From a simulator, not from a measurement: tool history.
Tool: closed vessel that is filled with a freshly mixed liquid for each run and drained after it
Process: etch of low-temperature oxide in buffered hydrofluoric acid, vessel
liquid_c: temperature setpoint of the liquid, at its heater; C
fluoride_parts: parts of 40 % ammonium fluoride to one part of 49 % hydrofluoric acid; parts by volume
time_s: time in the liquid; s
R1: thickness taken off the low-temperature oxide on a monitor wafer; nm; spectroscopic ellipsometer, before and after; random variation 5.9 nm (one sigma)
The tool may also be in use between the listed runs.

Run 1, day 0.000: liquid_c 23.0 C, fluoride_parts 10.0 parts by volume, time_s 85 s. Result: R1 527.13 nm.
Run 2, day 0.367: liquid_c 24.0 C, fluoride_parts 10.0 parts by volume, time_s 85 s. Result: R1 563.93 nm.
Run 3, day 0.725: liquid_c 22.5 C, fluoride_parts 10.0 parts by volume, time_s 85 s. Result: R1 517.70 nm.
Run 4, day 1.050: liquid_c 22.5 C, fluoride_parts 10.0 parts by volume, time_s 90 s. Result: R1 547.84 nm.
Run 5, day 1.175: liquid_c 20.5 C, fluoride_parts 10.0 parts by volume, time_s 90 s. Result: R1 485.87 nm.
Run 6, day 1.438: liquid_c 20.5 C, fluoride_parts 10.0 parts by volume, time_s 90 s. Result: R1 485.42 nm.
Run 7, day 1.583: liquid_c 21.5 C, fluoride_parts 10.0 parts by volume, time_s 90 s. Result: R1 515.86 nm.
Run 8, day 1.642: liquid_c 22.5 C, fluoride_parts 10.0 parts by volume, time_s 90 s. Result: R1 551.20 nm.
Run 9, day 1.733: liquid_c 23.0 C, fluoride_parts 10.0 parts by volume, time_s 90 s. Result: R1 555.92 nm.
Run 10, day 1.829: liquid_c 24.0 C, fluoride_parts 10.0 parts by volume, time_s 90 s. Result: R1 598.09 nm.
Run 11, day 2.000: liquid_c 24.5 C, fluoride_parts 10.0 parts by volume, time_s 90 s. Result: R1 612.79 nm.
Run 12, day 2.242: liquid_c 25.0 C, fluoride_parts 10.0 parts by volume, time_s 90 s. Result: R1 620.03 nm.
Run 13, day 2.388: liquid_c 25.5 C, fluoride_parts 10.0 parts by volume, time_s 90 s. Result: R1 640.09 nm.

Forecast run 14:
Run 14, day 2.462: liquid_c 26.0 C, fluoride_parts 10.0 parts by volume, time_s 90 s. Result: R1 ?.

{"run 14": {"R1": 657.34}}

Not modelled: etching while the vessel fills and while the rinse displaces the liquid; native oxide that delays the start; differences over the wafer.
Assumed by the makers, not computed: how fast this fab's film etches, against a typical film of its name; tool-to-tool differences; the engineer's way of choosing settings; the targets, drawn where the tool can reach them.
